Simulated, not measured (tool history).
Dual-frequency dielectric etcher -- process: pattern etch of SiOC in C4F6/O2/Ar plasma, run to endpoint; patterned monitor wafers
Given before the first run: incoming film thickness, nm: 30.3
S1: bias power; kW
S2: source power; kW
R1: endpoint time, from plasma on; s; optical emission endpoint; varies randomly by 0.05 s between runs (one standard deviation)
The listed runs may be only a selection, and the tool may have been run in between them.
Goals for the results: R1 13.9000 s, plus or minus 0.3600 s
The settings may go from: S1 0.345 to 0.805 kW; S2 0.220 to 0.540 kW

run    day     S1     S2       R1
  1  0.000  0.575  0.380   9.9374
  2  0.246  0.524  0.340  10.9560
  3  0.546  0.524  0.270  12.0920
  4  0.712  0.493  0.260  12.7670
  5  0.788  0.476  0.260  12.9290
  6  0.883  0.462  0.260  13.1240
  7  1.246  0.388  0.240  14.9560
  8  1.325  0.400  0.240  14.7460
  9  1.350  0.400  0.240  14.7180
 10  1.412  0.409  0.240  14.5340
 11  1.638  0.416  0.240  14.4390
 12  1.742  0.422  0.240  14.3360

5 next moves are on the table. One of them brings every result within its allowed miss. Which?
  A  1.846  0.403  0.220   ?
  B  1.846  0.411  0.260   ?
  C  1.846  0.377  0.250   ?
  D  1.846  0.426  0.230   ?
  E  1.846  0.429  0.220   ?

move       R1
   A  15.4300
   B  14.0720
   C  14.9970
   D  14.6640
   E  14.9380
A: misses by more than the last run did
B: all results land within tolerance of their targets
C: misses by more than the last run did
D: misses by more than the last run did
E: misses by more than the last run did
B is the move that brings every result within its allowed miss.
